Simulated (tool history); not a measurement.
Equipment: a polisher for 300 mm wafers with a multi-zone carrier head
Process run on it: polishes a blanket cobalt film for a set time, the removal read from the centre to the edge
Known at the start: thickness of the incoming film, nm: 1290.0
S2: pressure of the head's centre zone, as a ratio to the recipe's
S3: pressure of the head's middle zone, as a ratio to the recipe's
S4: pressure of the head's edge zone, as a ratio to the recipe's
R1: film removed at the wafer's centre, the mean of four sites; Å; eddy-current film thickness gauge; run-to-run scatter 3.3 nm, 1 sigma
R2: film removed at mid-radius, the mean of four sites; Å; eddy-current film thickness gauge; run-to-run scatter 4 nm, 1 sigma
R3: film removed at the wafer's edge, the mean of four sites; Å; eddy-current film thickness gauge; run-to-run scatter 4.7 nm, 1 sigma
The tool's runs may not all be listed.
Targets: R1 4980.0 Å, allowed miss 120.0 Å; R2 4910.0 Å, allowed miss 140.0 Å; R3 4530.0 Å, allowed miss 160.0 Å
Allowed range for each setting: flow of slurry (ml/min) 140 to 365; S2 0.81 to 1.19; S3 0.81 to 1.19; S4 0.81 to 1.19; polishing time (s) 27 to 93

{"run": 1, "hour": 0.0, "flow of slurry (ml/min)": 235, "S2": 1.0, "S3": 1.0, "S4": 1.0, "polishing time (s)": 59, "R1": 3487.8, "R2": 3468.0, "R3": 3416.4}
{"run": 2, "hour": 0.8, "flow of slurry (ml/min)": 235, "S2": 1.0, "S3": 1.0, "S4": 1.0, "polishing time (s)": 66, "R1": 3908.0, "R2": 3832.5, "R3": 3794.2}
{"run": 3, "hour": 9.1, "flow of slurry (ml/min)": 235, "S2": 1.0, "S3": 1.0, "S4": 0.92, "polishing time (s)": 66, "R1": 3905.6, "R2": 3840.8, "R3": 3716.7}
{"run": 4, "hour": 11.2, "flow of slurry (ml/min)": 235, "S2": 1.07, "S3": 1.0, "S4": 0.92, "polishing time (s)": 66, "R1": 4072.8, "R2": 3866.8, "R3": 3733.9}
{"run": 5, "hour": 14.9, "flow of slurry (ml/min)": 245, "S2": 1.08, "S3": 1.02, "S4": 0.95, "polishing time (s)": 67, "R1": 4187.0, "R2": 3977.1, "R3": 3856.3}
{"run": 6, "hour": 20.2, "flow of slurry (ml/min)": 255, "S2": 1.1, "S3": 1.04, "S4": 0.97, "polishing time (s)": 68, "R1": 4404.3, "R2": 4080.7, "R3": 3933.1}
{"run": 7, "hour": 24.8, "flow of slurry (ml/min)": 255, "S2": 1.09, "S3": 1.06, "S4": 0.98, "polishing time (s)": 69, "R1": 4356.0, "R2": 4225.3, "R3": 3943.3}
{"run": 8, "hour": 26.2, "flow of slurry (ml/min)": 260, "S2": 1.09, "S3": 1.07, "S4": 1.0, "polishing time (s)": 70, "R1": 4397.2, "R2": 4358.7, "R3": 4124.0}
{"run": 9, "hour": 31.0, "flow of slurry (ml/min)": 265, "S2": 1.11, "S3": 1.08, "S4": 1.01, "polishing time (s)": 71, "R1": 4626.8, "R2": 4455.4, "R3": 4140.8}
{"run": 10, "hour": 35.7, "flow of slurry (ml/min)": 270, "S2": 1.11, "S3": 1.09, "S4": 1.02, "polishing time (s)": 72, "R1": 4673.3, "R2": 4569.8, "R3": 4214.7}
{"run": 11, "hour": 41.3, "flow of slurry (ml/min)": 275, "S2": 1.11, "S3": 1.09, "S4": 1.03, "polishing time (s)": 73, "R1": 4736.5, "R2": 4610.1, "R3": 4290.9}
{"run": 12, "hour": 42.0, "flow of slurry (ml/min)": 275, "S2": 1.11, "S3": 1.1, "S4": 1.04, "polishing time (s)": 74, "R1": 4795.0, "R2": 4709.4, "R3": 4266.7}

4 candidate next runs follow, results not yet known. Just one meets every target within its allowed miss. Identify it.
{"run": "A", "hour": 42.7, "flow of slurry (ml/min)": 345, "S2": 1.1, "S3": 1.06, "S4": 0.99, "polishing time (s)": 72, "R1": "?", "R2": "?", "R3": "?"}
{"run": "B", "hour": 42.7, "flow of slurry (ml/min)": 245, "S2": 1.06, "S3": 1.03, "S4": 1.04, "polishing time (s)": 77, "R1": "?", "R2": "?", "R3": "?"}
{"run": "C", "hour": 42.7, "flow of slurry (ml/min)": 170, "S2": 1.02, "S3": 0.86, "S4": 1.05, "polishing time (s)": 85, "R1": "?", "R2": "?", "R3": "?"}
{"run": "D", "hour": 42.7, "flow of slurry (ml/min)": 360, "S2": 1.04, "S3": 1.03, "S4": 0.88, "polishing time (s)": 79, "R1": "?", "R2": "?", "R3": "?"}

move=A R1=4736.1 R2=4597.7 R3=4335.3
move=B R1=4762.3 R2=4679.4 R3=4613.8
move=C R1=4894.9 R2=4359.2 R3=4990.4
move=D R1=4975.9 R2=4951.4 R3=4604.2
A: lands further from the targets than the last run did
B: brings the last run's worst result on target, with another outside its allowed miss
C: the result that was furthest off in the last run now lies on the other side of its target
D: in spec on every target
Correct choice: D, which meets every target
